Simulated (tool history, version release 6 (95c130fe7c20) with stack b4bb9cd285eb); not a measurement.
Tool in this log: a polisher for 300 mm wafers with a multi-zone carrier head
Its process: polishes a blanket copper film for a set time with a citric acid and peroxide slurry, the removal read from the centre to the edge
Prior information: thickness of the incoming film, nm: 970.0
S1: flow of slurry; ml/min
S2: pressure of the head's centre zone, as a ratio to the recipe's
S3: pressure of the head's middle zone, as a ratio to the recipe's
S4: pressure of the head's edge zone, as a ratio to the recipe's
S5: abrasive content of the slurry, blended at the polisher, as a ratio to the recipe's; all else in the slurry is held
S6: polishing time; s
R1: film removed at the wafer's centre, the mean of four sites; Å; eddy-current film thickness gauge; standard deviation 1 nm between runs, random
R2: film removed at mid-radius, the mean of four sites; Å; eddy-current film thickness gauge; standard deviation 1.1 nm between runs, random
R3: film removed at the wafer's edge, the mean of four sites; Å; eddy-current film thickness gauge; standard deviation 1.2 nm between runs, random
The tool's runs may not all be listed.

run  hour   S1    S2    S3    S4    S5  S6      R1      R2      R3
  1   0.0  225  1.00  1.00  1.00  1.00  73  1279.8  1289.1  1239.6
  2   8.3  225  0.96  1.00  1.00  1.00  73  1200.2  1282.2  1199.6
  3  11.3  225  0.90  1.00  1.00  1.00  73  1125.4  1264.4  1223.7
  4  13.8  260  0.90  1.00  1.00  1.00  73  1163.5  1314.6  1265.5
  5  20.8  260  0.96  1.00  1.00  1.00  73  1212.4  1302.9  1278.2
  6  27.0  255  0.95  1.00  0.99  0.95  72  1189.9  1279.8  1229.5
  7  32.1  250  0.94  1.00  0.98  0.90  71  1142.8  1262.5  1187.3

Run 8, settings as shown, results not yet in. Your forecast:
  8  39.2  245  0.93  0.99  0.97  0.85  70   ?   ?   ?

Run 8 measured R1 1091.1 Å, R2 1191.1 Å, R3 1138.7 Å.
